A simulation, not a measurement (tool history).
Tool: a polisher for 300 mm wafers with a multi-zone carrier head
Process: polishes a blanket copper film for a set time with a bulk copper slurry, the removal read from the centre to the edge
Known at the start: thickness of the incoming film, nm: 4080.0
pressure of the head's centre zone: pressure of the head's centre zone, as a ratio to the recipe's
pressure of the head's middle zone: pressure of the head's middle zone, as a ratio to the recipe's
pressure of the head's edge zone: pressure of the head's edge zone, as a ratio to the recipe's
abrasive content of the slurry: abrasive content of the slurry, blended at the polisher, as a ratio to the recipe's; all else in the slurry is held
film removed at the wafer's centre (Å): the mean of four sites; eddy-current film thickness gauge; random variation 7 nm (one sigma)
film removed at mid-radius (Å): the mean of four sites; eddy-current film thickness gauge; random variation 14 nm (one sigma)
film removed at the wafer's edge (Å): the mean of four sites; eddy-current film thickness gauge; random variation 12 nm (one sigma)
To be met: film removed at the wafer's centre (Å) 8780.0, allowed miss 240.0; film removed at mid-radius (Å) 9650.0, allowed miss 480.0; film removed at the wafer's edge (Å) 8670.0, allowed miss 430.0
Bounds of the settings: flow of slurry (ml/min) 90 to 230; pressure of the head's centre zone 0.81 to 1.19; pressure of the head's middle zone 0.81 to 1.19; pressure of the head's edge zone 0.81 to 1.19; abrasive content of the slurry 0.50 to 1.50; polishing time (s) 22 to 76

| run | hour | flow of slurry (ml/min) | pressure of the head's centre zone | pressure of the head's middle zone | pressure of the head's edge zone | abrasive content of the slurry | polishing time (s) | film removed at the wafer's centre (Å) | film removed at mid-radius (Å) | film removed at the wafer's edge (Å) |
|---|---|---|---|---|---|---|---|---|---|---|
| 1 | 0.0 | 150 | 1.00 | 1.00 | 1.00 | 1.00 | 49 | 6805.6 | 6992.9 | 6863.0 |
| 2 | 1.3 | 150 | 1.00 | 0.97 | 1.00 | 1.00 | 49 | 6801.2 | 6897.1 | 6769.5 |
| 3 | 9.7 | 150 | 1.05 | 0.97 | 1.00 | 1.00 | 49 | 7277.6 | 6915.0 | 6778.2 |
| 4 | 10.2 | 150 | 1.05 | 0.97 | 1.05 | 1.00 | 49 | 7154.9 | 6695.2 | 7018.5 |
| 5 | 11.4 | 150 | 1.05 | 0.97 | 1.05 | 0.85 | 49 | 7134.1 | 6466.4 | 6751.0 |
| 6 | 17.6 | 160 | 1.06 | 1.01 | 1.05 | 0.95 | 49 | 7300.2 | 7003.0 | 6909.7 |
| 7 | 20.2 | 165 | 1.07 | 1.03 | 1.06 | 1.05 | 50 | 7744.1 | 7237.6 | 7248.1 |
| 8 | 26.5 | 170 | 1.06 | 1.06 | 1.05 | 1.15 | 51 | 8023.8 | 8016.0 | 7538.3 |
| 9 | 29.8 | 175 | 1.06 | 1.08 | 1.06 | 1.20 | 51 | 8233.3 | 8256.6 | 7828.2 |
| 10 | 34.2 | 180 | 1.05 | 1.10 | 1.07 | 1.25 | 51 | 8182.7 | 8430.2 | 7747.9 |
| 11 | 41.4 | 180 | 1.05 | 1.11 | 1.08 | 1.30 | 51 | 8333.4 | 8458.9 | 7989.3 |
| 12 | 47.2 | 185 | 1.04 | 1.13 | 1.08 | 1.35 | 51 | 8273.3 | 8725.1 | 8144.4 |

Which of these 5 next moves meets every target?
| A | 53.0 | 210 | 1.01 | 1.14 | 1.05 | 1.20 | 56 | ? | ? | ? |
| B | 53.0 | 200 | 1.07 | 1.19 | 0.86 | 1.15 | 54 | ? | ? | ? |
| C | 53.0 | 170 | 1.08 | 1.18 | 1.00 | 1.35 | 52 | ? | ? | ? |
| D | 53.0 | 175 | 1.09 | 1.12 | 1.04 | 1.30 | 57 | ? | ? | ? |
| E | 53.0 | 130 | 0.97 | 1.09 | 1.09 | 1.50 | 57 | ? | ? | ? |

| move | film removed at the wafer's centre (Å) | film removed at mid-radius (Å) | film removed at the wafer's edge (Å) |
|---|---|---|---|
| A | 8861.6 | 9678.5 | 8602.5 |
| B | 8921.3 | 9525.0 | 7448.9 |
| C | 8702.2 | 9166.6 | 7795.6 |
| D | 9602.9 | 9602.7 | 8682.0 |
| E | 8279.6 | 9179.4 | 8808.4 |
A: meets every target
B: brings the result that was furthest off to its target, and leaves another outside
C: brings the result that was furthest off to its target, and leaves another outside
D: takes the result that was furthest off past its target
E: as far off as the last run
Answer: A
